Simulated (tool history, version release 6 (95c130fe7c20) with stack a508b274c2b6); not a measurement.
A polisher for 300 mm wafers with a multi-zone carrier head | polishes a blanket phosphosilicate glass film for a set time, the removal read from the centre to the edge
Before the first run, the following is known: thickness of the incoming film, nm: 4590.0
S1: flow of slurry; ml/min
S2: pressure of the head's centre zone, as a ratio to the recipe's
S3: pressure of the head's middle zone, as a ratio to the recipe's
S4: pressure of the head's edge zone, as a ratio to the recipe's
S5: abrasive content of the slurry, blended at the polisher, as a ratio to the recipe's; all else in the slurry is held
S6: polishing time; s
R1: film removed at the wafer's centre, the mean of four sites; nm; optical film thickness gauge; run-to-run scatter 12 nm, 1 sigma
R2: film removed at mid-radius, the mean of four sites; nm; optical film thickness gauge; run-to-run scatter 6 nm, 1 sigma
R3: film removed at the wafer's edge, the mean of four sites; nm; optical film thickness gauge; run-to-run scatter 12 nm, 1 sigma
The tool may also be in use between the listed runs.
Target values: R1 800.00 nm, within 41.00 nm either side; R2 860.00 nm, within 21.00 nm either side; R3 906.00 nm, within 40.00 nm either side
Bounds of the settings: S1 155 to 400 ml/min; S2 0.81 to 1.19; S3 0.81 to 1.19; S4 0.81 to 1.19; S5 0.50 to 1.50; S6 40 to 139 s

| run | hour | S1 | S2 | S3 | S4 | S5 | S6 | R1 | R2 | R3 |
|---|---|---|---|---|---|---|---|---|---|---|
| 1 | 0.0 | 255 | 1.00 | 1.00 | 1.00 | 1.00 | 89 | 957.28 | 958.59 | 968.59 |
| 2 | 5.6 | 255 | 1.00 | 1.00 | 1.00 | 1.15 | 89 | 1011.10 | 1031.60 | 1027.80 |
| 3 | 12.2 | 245 | 0.95 | 0.97 | 0.97 | 1.10 | 89 | 955.38 | 975.72 | 995.78 |
| 4 | 17.1 | 245 | 0.87 | 0.97 | 0.97 | 1.10 | 89 | 867.93 | 977.86 | 969.98 |
| 5 | 24.0 | 245 | 0.87 | 0.97 | 1.00 | 1.10 | 89 | 854.54 | 985.63 | 1006.80 |
| 6 | 27.9 | 240 | 0.86 | 0.94 | 0.97 | 1.05 | 89 | 845.26 | 949.72 | 987.30 |
| 7 | 33.8 | 225 | 0.86 | 0.90 | 0.92 | 0.85 | 88 | 741.23 | 843.36 | 838.48 |
| 8 | 38.3 | 225 | 0.86 | 0.90 | 0.92 | 0.85 | 88 | 758.64 | 828.92 | 853.08 |
| 9 | 43.3 | 235 | 0.87 | 0.90 | 0.94 | 0.85 | 88 | 775.06 | 839.54 | 857.50 |

Exactly one of the 5 candidate moves below puts every result within its allowed miss. Which one?
| A | 48.3 | 210 | 0.84 | 0.81 | 1.06 | 0.90 | 89 | ? | ? | ? |
| B | 48.3 | 245 | 0.92 | 0.98 | 0.86 | 0.70 | 93 | ? | ? | ? |
| C | 48.3 | 265 | 0.99 | 0.96 | 0.94 | 0.85 | 82 | ? | ? | ? |
| D | 48.3 | 220 | 0.94 | 0.96 | 0.92 | 0.80 | 89 | ? | ? | ? |
| E | 48.3 | 290 | 0.87 | 0.88 | 0.95 | 0.65 | 100 | ? | ? | ? |

| move | R1 | R2 | R3 |
|---|---|---|---|
| A | 746.67 | 800.74 | 939.70 |
| B | 788.68 | 849.64 | 811.83 |
| C | 822.31 | 812.33 | 816.21 |
| D | 803.26 | 838.71 | 839.24 |
| E | 792.94 | 851.85 | 898.78 |
A: the worst result of the last run now meets its target, but another is out of spec
B: the biggest miss grows against the last run
C: the biggest miss grows against the last run
D: the biggest miss grows against the last run
E: in spec on every target
The move that meets every target is E.
